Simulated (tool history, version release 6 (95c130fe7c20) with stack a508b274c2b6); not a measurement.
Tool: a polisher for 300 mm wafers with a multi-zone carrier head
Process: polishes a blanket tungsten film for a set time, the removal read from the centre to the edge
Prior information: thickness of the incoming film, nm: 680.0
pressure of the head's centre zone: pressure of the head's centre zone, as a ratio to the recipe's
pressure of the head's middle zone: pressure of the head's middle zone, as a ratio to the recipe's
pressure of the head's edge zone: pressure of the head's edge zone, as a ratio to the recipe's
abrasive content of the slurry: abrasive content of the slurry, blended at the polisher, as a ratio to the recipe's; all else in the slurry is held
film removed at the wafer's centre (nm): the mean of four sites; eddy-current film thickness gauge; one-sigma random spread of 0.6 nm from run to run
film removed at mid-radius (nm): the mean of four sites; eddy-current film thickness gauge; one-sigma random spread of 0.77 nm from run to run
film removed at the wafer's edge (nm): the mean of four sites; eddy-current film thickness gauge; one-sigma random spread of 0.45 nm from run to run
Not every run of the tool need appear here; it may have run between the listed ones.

run	hour	flow of slurry (ml/min)	pressure of the head's centre zone	pressure of the head's middle zone	pressure of the head's edge zone	abrasive content of the slurry	polishing time (s)	film removed at the wafer's centre (nm)	film removed at mid-radius (nm)	film removed at the wafer's edge (nm)
1	0.0	155	1.00	1.00	1.00	1.00	31	115.130	108.030	113.360
2	4.2	155	1.00	1.00	1.07	1.00	31	111.530	109.310	115.900
3	9.0	125	1.00	1.00	1.07	1.00	31	106.450	103.200	112.950
4	13.3	105	1.00	1.00	1.07	1.00	31	101.160	101.050	111.460
5	15.0	105	1.00	0.94	1.07	1.00	31	100.450	96.559	110.500
6	20.0	105	0.96	0.98	1.03	0.90	28	85.343	87.929	94.831
7	23.4	105	0.93	0.99	1.00	0.80	27	79.442	84.259	87.714
8	29.7	105	0.91	1.00	0.98	0.75	26	72.900	79.456	82.843
9	32.8	105	0.89	1.02	0.95	0.70	25	68.294	76.773	77.682

Predict the results of run 10:
10	41.2	105	0.88	1.03	0.93	0.65	24	?	?	?

{"run 10": {"film removed at the wafer's centre (nm)": 64.17, "film removed at mid-radius (nm)": 74.182, "film removed at the wafer's edge (nm)": 72.95}}
